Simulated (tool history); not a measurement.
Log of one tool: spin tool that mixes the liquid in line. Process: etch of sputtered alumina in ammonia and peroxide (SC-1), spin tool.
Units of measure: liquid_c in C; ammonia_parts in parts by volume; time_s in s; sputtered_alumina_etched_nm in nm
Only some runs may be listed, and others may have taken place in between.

{"run": 1, "hour": 0.0, "liquid_c": 58, "ammonia_parts": 0.9, "time_s": 300, "sputtered_alumina_etched_nm": 23.853}
{"run": 2, "hour": 5.2, "liquid_c": 55, "ammonia_parts": 0.9, "time_s": 300, "sputtered_alumina_etched_nm": 20.393}
{"run": 3, "hour": 13.6, "liquid_c": 55, "ammonia_parts": 1.1, "time_s": 300, "sputtered_alumina_etched_nm": 20.689}
{"run": 4, "hour": 20.1, "liquid_c": 55, "ammonia_parts": 0.85, "time_s": 300, "sputtered_alumina_etched_nm": 20.366}
{"run": 5, "hour": 28.4, "liquid_c": 53, "ammonia_parts": 0.85, "time_s": 300, "sputtered_alumina_etched_nm": 18.158}
{"run": 6, "hour": 29.4, "liquid_c": 46, "ammonia_parts": 0.85, "time_s": 300, "sputtered_alumina_etched_nm": 12.347}

The next listed run, before its measurement:
{"run": 7, "hour": 30.0, "liquid_c": 47, "ammonia_parts": 0.85, "time_s": 300, "sputtered_alumina_etched_nm": "?"}

sputtered_alumina_etched_nm: 13.109 nm
